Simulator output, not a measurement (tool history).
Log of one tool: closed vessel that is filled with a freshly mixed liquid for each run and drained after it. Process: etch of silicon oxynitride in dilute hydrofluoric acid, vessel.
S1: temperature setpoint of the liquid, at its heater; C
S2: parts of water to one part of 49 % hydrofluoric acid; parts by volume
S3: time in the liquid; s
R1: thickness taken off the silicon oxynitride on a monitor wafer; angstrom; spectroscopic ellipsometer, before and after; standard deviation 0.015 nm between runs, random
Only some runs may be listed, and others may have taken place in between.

run,hour,S1,S2,S3,R1
1,0.0,24.0,90,90,15.517
2,7.1,24.0,90,60,10.429
3,14.0,24.0,90,60,10.435
4,18.1,26.5,90,60,11.591
5,21.1,28.0,80,60,14.147
6,26.6,29.0,75,60,16.183

Expected results for the next run?
7,30.2,30.0,75,60,?

R1: 16.583 angstrom

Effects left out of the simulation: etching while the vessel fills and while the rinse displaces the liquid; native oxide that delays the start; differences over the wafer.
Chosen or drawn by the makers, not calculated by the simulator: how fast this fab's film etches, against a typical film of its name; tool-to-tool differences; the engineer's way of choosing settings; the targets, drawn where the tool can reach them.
